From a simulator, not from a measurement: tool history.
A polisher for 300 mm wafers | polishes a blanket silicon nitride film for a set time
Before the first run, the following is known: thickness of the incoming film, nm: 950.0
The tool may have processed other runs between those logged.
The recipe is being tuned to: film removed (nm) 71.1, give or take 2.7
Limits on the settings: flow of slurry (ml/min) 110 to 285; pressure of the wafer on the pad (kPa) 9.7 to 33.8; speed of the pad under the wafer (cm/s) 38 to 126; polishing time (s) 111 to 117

run  hour  flow of slurry (ml/min)  pressure of the wafer on the pad (kPa)  speed of the pad under the wafer (cm/s)  polishing time (s)  film removed (nm)
  1     0                      180                                    21.4                                       82                 111             119.38
  2   2.6                      180                                      20                                       82                 111              112.9
  3    11                      180                                    24.1                                       82                 111             130.88
  4  14.2                      180                                    24.1                                       82                 111             131.75
  5  17.4                      180                                    24.1                                       96                 111             149.65
  6  25.9                      180                                    22.8                                       94                 111             141.43
  7  27.9                      180                                    21.4                                       92                 111             129.98
  8    36                      180                                      20                                       90                 111             119.04
  9  36.7                      180                                    18.6                                       90                 111             113.97
 10  45.1                      180                                    17.9                                       88                 111             107.09
 11  53.3                      180                                    17.2                                       88                 111              105.1
 12    55                      170                                      11                                       82                 111              65.69
 13  61.5                      175                                      11                                       82                 111             66.609
     69.8  -- slurry nozzle cleaned
 14  69.8                      190                                    12.4                                       82                 111              78.09
 15  70.5                      175                                    12.4                                       82                 111             76.362
 16  75.7                      170                                    12.4                                       82                 111             75.988

Of the 4 settings listed for the next run, only one would bring every result within its allowed miss of target. Which one?
  A  80.9                      180                                    13.1                                       86                 111                  ?
  B  80.9                      115                                     9.7                                       92                 111                  ?
  C  80.9                      175                                      11                                       76                 113                  ?
  D  80.9                      190                                    12.4                                       68                 117                  ?

move  film removed (nm)
   A             83.881
   B             64.333
   C             66.796
   D               70.5
A: misses by more than the last run did
B: the result that was furthest off in the last run now lies on the other side of its target
C: the result that was furthest off in the last run now lies on the other side of its target
D: in spec on every target
Go with D: it meets all targets.
